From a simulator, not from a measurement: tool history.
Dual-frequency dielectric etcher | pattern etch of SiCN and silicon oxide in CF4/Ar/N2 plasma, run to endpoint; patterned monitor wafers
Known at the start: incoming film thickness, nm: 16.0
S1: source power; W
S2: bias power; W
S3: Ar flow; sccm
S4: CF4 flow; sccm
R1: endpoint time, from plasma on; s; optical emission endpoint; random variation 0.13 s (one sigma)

run	day	S1	S2	S3	S4	R1
1	0.000	440	52	79	80	21.788
2	0.325	440	52	79	74	22.014
3	0.558	440	52	86	74	22.096
4	0.629	440	59	86	74	21.264
5	0.988	420	59	86	74	22.145
6	1.162	410	59	86	74	23.066

Run 7 comes next. What will it give?
7	1.262	400	59	86	74	?

Run 7 gave R1 23.467 s.

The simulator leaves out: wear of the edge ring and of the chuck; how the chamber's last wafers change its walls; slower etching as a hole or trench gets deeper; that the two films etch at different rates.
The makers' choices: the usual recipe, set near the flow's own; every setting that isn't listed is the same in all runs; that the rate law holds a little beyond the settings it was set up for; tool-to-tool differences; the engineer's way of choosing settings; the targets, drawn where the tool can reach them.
